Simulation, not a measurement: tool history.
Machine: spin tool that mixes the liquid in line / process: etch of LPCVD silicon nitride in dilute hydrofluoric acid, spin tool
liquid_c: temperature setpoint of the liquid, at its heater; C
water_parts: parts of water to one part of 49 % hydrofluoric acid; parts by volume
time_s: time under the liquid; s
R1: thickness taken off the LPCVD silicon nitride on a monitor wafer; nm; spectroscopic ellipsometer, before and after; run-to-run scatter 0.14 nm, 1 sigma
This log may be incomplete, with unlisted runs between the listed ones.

{"run": 1, "hour": 0.0, "liquid_c": 22, "water_parts": 65, "time_s": 325, "R1": 2.1332}
{"run": 2, "hour": 6.7, "liquid_c": 22, "water_parts": 65, "time_s": 350, "R1": 2.2615}
{"run": 3, "hour": 10.1, "liquid_c": 19.5, "water_parts": 65, "time_s": 350, "R1": 1.9253}
{"run": 4, "hour": 10.7, "liquid_c": 20.5, "water_parts": 60, "time_s": 350, "R1": 2.2138}
{"run": 5, "hour": 18.2, "liquid_c": 21.5, "water_parts": 55, "time_s": 350, "R1": 2.5832}
{"run": 6, "hour": 24.0, "liquid_c": 21.5, "water_parts": 55, "time_s": 350, "R1": 2.5919}
{"run": 7, "hour": 31.4, "liquid_c": 22.5, "water_parts": 55, "time_s": 350, "R1": 2.7708}
{"run": 8, "hour": 32.3, "liquid_c": 23.5, "water_parts": 55, "time_s": 350, "R1": 2.8221}
{"run": 9, "hour": 35.2, "liquid_c": 23.5, "water_parts": 55, "time_s": 350, "R1": 2.9943}

Predict the results of run 10:
{"run": 10, "hour": 37.6, "liquid_c": 24, "water_parts": 55, "time_s": 350, "R1": "?"}

{"run 10": {"R1": 3.2157}}

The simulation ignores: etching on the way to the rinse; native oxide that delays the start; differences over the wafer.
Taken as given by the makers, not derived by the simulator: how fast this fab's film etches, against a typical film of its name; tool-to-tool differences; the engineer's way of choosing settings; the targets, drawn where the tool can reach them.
